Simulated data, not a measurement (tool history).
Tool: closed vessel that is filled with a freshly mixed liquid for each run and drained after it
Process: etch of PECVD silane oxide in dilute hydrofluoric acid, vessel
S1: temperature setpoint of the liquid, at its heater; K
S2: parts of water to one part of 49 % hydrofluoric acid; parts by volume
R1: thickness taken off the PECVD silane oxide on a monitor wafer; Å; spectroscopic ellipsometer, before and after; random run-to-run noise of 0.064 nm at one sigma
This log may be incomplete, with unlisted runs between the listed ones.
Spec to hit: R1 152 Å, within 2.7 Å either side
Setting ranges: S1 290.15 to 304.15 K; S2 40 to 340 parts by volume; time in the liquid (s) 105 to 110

{"run": 1, "hour": 0.0, "S1": 296.15, "S2": 190, "time in the liquid (s)": 105, "R1": 95.4}
{"run": 2, "hour": 1.4, "S1": 296.15, "S2": 190, "time in the liquid (s)": 105, "R1": 94.246}
{"run": 3, "hour": 3.4, "S1": 297.15, "S2": 185, "time in the liquid (s)": 105, "R1": 101.56}
{"run": 4, "hour": 7.3, "S1": 299.15, "S2": 185, "time in the liquid (s)": 105, "R1": 109.83}
{"run": 5, "hour": 16.4, "S1": 300.15, "S2": 180, "time in the liquid (s)": 105, "R1": 117.35}
{"run": 6, "hour": 20.0, "S1": 300.15, "S2": 180, "time in the liquid (s)": 105, "R1": 117.35}
{"hour": 22.5, "done": "thermometer replaced"}
{"run": 7, "hour": 22.5, "S1": 300.65, "S2": 175, "time in the liquid (s)": 105, "R1": 135.81}
{"run": 8, "hour": 25.1, "S1": 301.15, "S2": 175, "time in the liquid (s)": 105, "R1": 139.01}
{"run": 9, "hour": 32.4, "S1": 302.15, "S2": 175, "time in the liquid (s)": 105, "R1": 143.4}
{"run": 10, "hour": 33.6, "S1": 302.65, "S2": 175, "time in the liquid (s)": 105, "R1": 146.19}
{"run": 11, "hour": 41.8, "S1": 303.15, "S2": 175, "time in the liquid (s)": 105, "R1": 148.97}

5 next moves are on the table. One of them brings every result within its allowed miss. Which?
{"run": "A", "hour": 50.0, "S1": 304.15, "S2": 185, "time in the liquid (s)": 110, "R1": "?"}
{"run": "B", "hour": 50.0, "S1": 304.15, "S2": 190, "time in the liquid (s)": 110, "R1": "?"}
{"run": "C", "hour": 50.0, "S1": 304.15, "S2": 180, "time in the liquid (s)": 110, "R1": "?"}
{"run": "D", "hour": 50.0, "S1": 297.65, "S2": 150, "time in the liquid (s)": 105, "R1": "?"}
{"run": "E", "hour": 50.0, "S1": 303.65, "S2": 180, "time in the liquid (s)": 105, "R1": "?"}

move=A R1=151.74
move=B R1=146.81
move=C R1=156.95
move=D R1=147.22
move=E R1=147.24
A: all results in spec
B: further off than the last run
C: takes the result that was furthest off past its target
D: further off than the last run
E: further off than the last run
Answer: A

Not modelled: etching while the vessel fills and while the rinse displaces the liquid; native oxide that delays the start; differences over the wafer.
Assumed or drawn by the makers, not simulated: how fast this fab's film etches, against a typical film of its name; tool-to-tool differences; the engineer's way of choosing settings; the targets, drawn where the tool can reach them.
